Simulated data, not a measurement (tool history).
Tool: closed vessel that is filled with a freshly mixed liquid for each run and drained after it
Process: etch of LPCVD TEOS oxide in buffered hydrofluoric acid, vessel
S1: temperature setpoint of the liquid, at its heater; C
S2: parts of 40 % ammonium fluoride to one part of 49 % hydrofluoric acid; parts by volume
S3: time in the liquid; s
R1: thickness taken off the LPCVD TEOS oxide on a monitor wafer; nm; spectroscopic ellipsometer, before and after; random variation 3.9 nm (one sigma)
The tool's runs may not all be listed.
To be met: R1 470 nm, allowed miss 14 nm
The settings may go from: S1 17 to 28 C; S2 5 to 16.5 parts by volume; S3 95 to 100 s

Run 1, hour 0: S1 20 C, S2 10 parts by volume, S3 95 s. Result: R1 212.35 nm.
Run 2, hour 3.1: S1 20 C, S2 8.5 parts by volume, S3 95 s. Result: R1 243.48 nm.
Run 3, hour 7.8: S1 20 C, S2 10 parts by volume, S3 95 s. Result: R1 216.47 nm.
Run 4, hour 13.6: S1 22 C, S2 9 parts by volume, S3 95 s. Result: R1 254.68 nm.
Run 5, hour 16.9: S1 22 C, S2 11 parts by volume, S3 95 s. Result: R1 214.93 nm.
Run 6, hour 18.1: S1 23.5 C, S2 9.5 parts by volume, S3 95 s. Result: R1 267.09 nm.
Run 7, hour 24.1: S1 24.5 C, S2 8.5 parts by volume, S3 95 s. Result: R1 315.58 nm.
Run 8, hour 28.2: S1 25.5 C, S2 8 parts by volume, S3 95 s. Result: R1 345.44 nm.
Run 9, hour 36: S1 26 C, S2 7.5 parts by volume, S3 95 s. Result: R1 390.22 nm.
Run 10, hour 42.7: S1 26.5 C, S2 7.5 parts by volume, S3 95 s. Result: R1 395.49 nm.
Run 11, hour 51.1: S1 27 C, S2 7.5 parts by volume, S3 95 s. Result: R1 412.09 nm.
Run 12, hour 56.3: S1 27.5 C, S2 7 parts by volume, S3 95 s. Result: R1 451.69 nm.

Which of these 5 next moves meets every target?
Run A, hour 61.5: S1 25 C, S2 6 parts by volume, S3 95 s. Result: R1 ?.
Run B, hour 61.5: S1 27.5 C, S2 7.5 parts by volume, S3 100 s. Result: R1 ?.
Run C, hour 61.5: S1 26 C, S2 6.5 parts by volume, S3 100 s. Result: R1 ?.
Run D, hour 61.5: S1 26 C, S2 6.5 parts by volume, S3 95 s. Result: R1 ?.
Run E, hour 61.5: S1 23.5 C, S2 6 parts by volume, S3 100 s. Result: R1 ?.

move      R1
   A  448.05
   B  438.08
   C  464.46
   D  441.23
   E  434.73
A: further off than the last run
B: further off than the last run
C: meets every target
D: further off than the last run
E: further off than the last run
Move C is the one to make.
